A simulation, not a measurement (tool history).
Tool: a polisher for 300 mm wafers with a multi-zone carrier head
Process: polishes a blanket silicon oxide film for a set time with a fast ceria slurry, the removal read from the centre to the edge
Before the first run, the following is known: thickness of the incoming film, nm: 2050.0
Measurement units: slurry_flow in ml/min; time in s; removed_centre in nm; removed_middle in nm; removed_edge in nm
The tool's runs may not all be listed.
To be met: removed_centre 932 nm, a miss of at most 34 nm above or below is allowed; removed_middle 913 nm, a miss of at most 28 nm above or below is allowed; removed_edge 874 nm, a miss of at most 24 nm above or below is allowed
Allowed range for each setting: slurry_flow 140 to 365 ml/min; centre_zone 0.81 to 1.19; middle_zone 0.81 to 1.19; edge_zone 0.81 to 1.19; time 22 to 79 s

run  hour  slurry_flow  centre_zone  middle_zone  edge_zone  time  removed_centre  removed_middle  removed_edge
  1     0          235            1            1          1    50          798.62          780.41        787.75
  2   5.7          180            1            1          1    50          751.93          738.55        749.34
  3  11.3          200         1.01         1.01       1.01    50          781.04          769.88        771.69
  4  17.1          215         1.02         1.02       1.01    50          789.19          784.97        781.49
  5  25.4          230         1.03         1.02       1.01    50           810.4          778.16        794.36
  6  32.9          260         1.03         1.02       1.01    50          815.04          792.02        798.54
  7  35.4          265         1.04         1.03       1.01    50          841.33          798.75         794.4
  8  38.4          270         1.04         1.04       1.02    50          834.55          824.86        805.85
     43.9  -- edge zone pressure recalibrated
  9  43.9          275         1.05         1.05       1.03    50          849.66          825.54        831.53
 10  52.5          280         1.06         1.06       1.03    50          854.52          845.74        848.08
 11  59.7          285         1.07         1.07       1.02    50          870.83          846.62        844.35
 12  64.2          290         1.07         1.08       1.01    50          847.09          846.22        837.38
 13  67.9          300         1.08         1.08          1    50          867.38          853.88        827.37
 14    72          305         1.09         1.09          1    50          891.82          855.71        836.85
 15  80.7          310         1.09          1.1          1    50          899.46          866.97        844.95

Exercise: of the 4 proposed moves below, exactly one satisfies all targets within the stated allowed misses. Which move is it?
  A  89.4          310         1.17         1.04       0.99    53               ?               ?             ?
  B  89.4          170          1.1          1.1       0.94    57               ?               ?             ?
  C  89.4          280         1.19         0.99       0.96    54               ?               ?             ?
  D  89.4          265         1.15         1.07       0.95    50               ?               ?             ?

move  removed_centre  removed_middle  removed_edge
   A          994.41          878.14        882.84
   B          919.91          910.03        868.67
   C          1016.5          849.08        879.84
   D          906.69          834.67        805.94
A: further off than the last run
B: every result within its allowed miss
C: further off than the last run
D: further off than the last run
So the answer is move B, the one that meets all the targets.
